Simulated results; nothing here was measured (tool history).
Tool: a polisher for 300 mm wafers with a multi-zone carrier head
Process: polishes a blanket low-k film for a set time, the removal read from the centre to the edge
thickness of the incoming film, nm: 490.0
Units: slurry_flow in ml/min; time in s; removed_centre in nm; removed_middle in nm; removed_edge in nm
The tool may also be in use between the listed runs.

run  hour  slurry_flow  centre_zone  middle_zone  edge_zone  slurry_solids  time  removed_centre  removed_middle  removed_edge
  1   0.0          160         1.00         1.00       1.00            1.0    47          16.799          16.342        16.088
  2   1.1          160         1.00         1.09       1.00            1.0    47          16.919          17.670        15.952
  3   3.6          160         1.00         1.09       0.97            1.0    47          16.794          17.698        15.925
  4   8.7          160         1.00         1.05       0.97            1.0    47          16.878          17.330        15.718
  5  14.7          160         1.00         1.00       0.97            1.0    47          16.855          16.269        16.059
  6  17.5          195         1.00         1.00       0.97            1.0    47          17.212          16.981        16.173

The next listed run, before its measurement:
  7  20.5          195         1.00         1.00       0.99            1.1    47               ?               ?             ?

removed_centre: 18.592 nm
removed_middle: 17.463 nm
removed_edge: 17.067 nm

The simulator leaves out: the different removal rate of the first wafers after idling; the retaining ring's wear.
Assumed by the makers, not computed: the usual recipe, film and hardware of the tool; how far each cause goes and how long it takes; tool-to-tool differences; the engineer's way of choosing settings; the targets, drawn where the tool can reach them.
